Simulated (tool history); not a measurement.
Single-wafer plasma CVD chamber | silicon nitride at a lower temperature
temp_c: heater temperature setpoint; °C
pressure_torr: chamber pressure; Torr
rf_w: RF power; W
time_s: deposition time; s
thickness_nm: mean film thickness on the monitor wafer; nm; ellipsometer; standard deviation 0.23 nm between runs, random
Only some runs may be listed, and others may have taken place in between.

run 1 hour=0 | temp_c=345 pressure_torr=1.42 rf_w=325 time_s=30 | thickness_nm=34.795
run 2 hour=4.2 | temp_c=345 pressure_torr=1.57 rf_w=325 time_s=30 | thickness_nm=36.62
run 3 hour=7.4 | temp_c=345 pressure_torr=1.48 rf_w=325 time_s=30 | thickness_nm=35.726
run 4 hour=12 | temp_c=345 pressure_torr=1.6 rf_w=335 time_s=30 | thickness_nm=37.33
run 5 hour=14.5 | temp_c=345 pressure_torr=1.6 rf_w=335 time_s=28.5 | thickness_nm=35.488
run 6 hour=20.7 | temp_c=345 pressure_torr=1.41 rf_w=335 time_s=28.5 | thickness_nm=33.972

What does the tool deliver on the next run?
run 7 hour=26.1 | temp_c=345 pressure_torr=1.54 rf_w=350 time_s=28.7 | thickness_nm=?

{"run 7": {"thickness_nm": 36.394}}
